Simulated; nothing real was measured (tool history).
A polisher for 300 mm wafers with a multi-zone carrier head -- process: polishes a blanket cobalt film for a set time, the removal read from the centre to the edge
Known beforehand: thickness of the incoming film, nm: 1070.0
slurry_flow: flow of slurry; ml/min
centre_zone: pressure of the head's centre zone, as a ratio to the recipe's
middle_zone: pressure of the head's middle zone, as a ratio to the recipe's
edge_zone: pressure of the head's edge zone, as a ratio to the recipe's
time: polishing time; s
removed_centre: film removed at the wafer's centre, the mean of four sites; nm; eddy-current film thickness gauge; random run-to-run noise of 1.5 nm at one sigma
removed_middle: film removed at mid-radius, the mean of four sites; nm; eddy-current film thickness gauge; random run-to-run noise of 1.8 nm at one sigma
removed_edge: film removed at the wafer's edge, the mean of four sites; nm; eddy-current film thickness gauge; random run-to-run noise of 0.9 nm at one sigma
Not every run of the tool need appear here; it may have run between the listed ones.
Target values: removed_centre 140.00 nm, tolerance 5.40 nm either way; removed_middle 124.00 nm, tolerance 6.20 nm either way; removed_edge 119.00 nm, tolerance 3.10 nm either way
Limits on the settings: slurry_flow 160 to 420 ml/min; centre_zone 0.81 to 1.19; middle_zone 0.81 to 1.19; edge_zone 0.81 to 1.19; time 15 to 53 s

Run 1, hour 0.0: slurry_flow 270 ml/min, centre_zone 1.00, middle_zone 1.00, edge_zone 1.00, time 34 s. Result: removed_centre 110.47 nm, removed_middle 113.81 nm, removed_edge 111.54 nm.
Run 2, hour 7.3: slurry_flow 270 ml/min, centre_zone 1.08, middle_zone 1.00, edge_zone 1.00, time 34 s. Result: removed_centre 121.06 nm, removed_middle 112.49 nm, removed_edge 111.37 nm.
Run 3, hour 11.1: slurry_flow 280 ml/min, centre_zone 1.10, middle_zone 1.01, edge_zone 1.01, time 34 s. Result: removed_centre 121.21 nm, removed_middle 115.24 nm, removed_edge 114.56 nm.
Run 4, hour 19.0: slurry_flow 250 ml/min, centre_zone 1.10, middle_zone 1.01, edge_zone 1.01, time 34 s. Result: removed_centre 118.26 nm, removed_middle 110.66 nm, removed_edge 112.48 nm.
Run 5, hour 24.1: slurry_flow 320 ml/min, centre_zone 1.10, middle_zone 1.01, edge_zone 1.01, time 34 s. Result: removed_centre 121.43 nm, removed_middle 112.38 nm, removed_edge 112.38 nm.
Run 6, hour 27.6: slurry_flow 320 ml/min, centre_zone 1.11, middle_zone 1.02, edge_zone 1.00, time 35 s. Result: removed_centre 130.64 nm, removed_middle 118.51 nm, removed_edge 116.49 nm.
Run 7, hour 35.1: slurry_flow 325 ml/min, centre_zone 1.12, middle_zone 1.03, edge_zone 1.00, time 35 s. Result: removed_centre 131.69 nm, removed_middle 120.00 nm, removed_edge 115.80 nm.
Run 8, hour 41.1: slurry_flow 325 ml/min, centre_zone 1.13, middle_zone 1.03, edge_zone 1.00, time 35 s. Result: removed_centre 127.72 nm, removed_middle 121.62 nm, removed_edge 117.51 nm.
Run 9, hour 49.4: slurry_flow 330 ml/min, centre_zone 1.14, middle_zone 1.02, edge_zone 0.99, time 35 s. Result: removed_centre 132.43 nm, removed_middle 120.65 nm, removed_edge 115.88 nm.
Run 10, hour 54.9: slurry_flow 330 ml/min, centre_zone 1.15, middle_zone 1.02, edge_zone 0.99, time 35 s. Result: removed_centre 133.49 nm, removed_middle 119.16 nm, removed_edge 115.55 nm.

Next run, 5 choices. One meets every target within its allowed miss, the rest don't. Which?
Run A, hour 60.4: slurry_flow 295 ml/min, centre_zone 1.07, middle_zone 1.04, edge_zone 1.03, time 36 s. Result: removed_centre ?, removed_middle ?, removed_edge ?.
Run B, hour 60.4: slurry_flow 350 ml/min, centre_zone 1.19, middle_zone 1.05, edge_zone 0.94, time 35 s. Result: removed_centre ?, removed_middle ?, removed_edge ?.
Run C, hour 60.4: slurry_flow 310 ml/min, centre_zone 1.12, middle_zone 0.95, edge_zone 1.05, time 33 s. Result: removed_centre ?, removed_middle ?, removed_edge ?.
Run D, hour 60.4: slurry_flow 320 ml/min, centre_zone 1.18, middle_zone 1.03, edge_zone 0.99, time 36 s. Result: removed_centre ?, removed_middle ?, removed_edge ?.
Run E, hour 60.4: slurry_flow 280 ml/min, centre_zone 1.19, middle_zone 0.86, edge_zone 0.94, time 37 s. Result: removed_centre ?, removed_middle ?, removed_edge ?.

move  removed_centre  removed_middle  removed_edge
   A          124.99          120.21        121.29
   B          137.55          119.56        114.17
   C          120.51          102.65        112.77
   D          139.08          120.08        119.68
   E          141.98          105.04        119.13
A: its largest miss is bigger than the last run's
B: puts the biggest miss on target and leaves a different result outside tolerance
C: its largest miss is bigger than the last run's
D: meets every target
E: puts the biggest miss on target and leaves a different result outside tolerance
The move that meets every target is D.
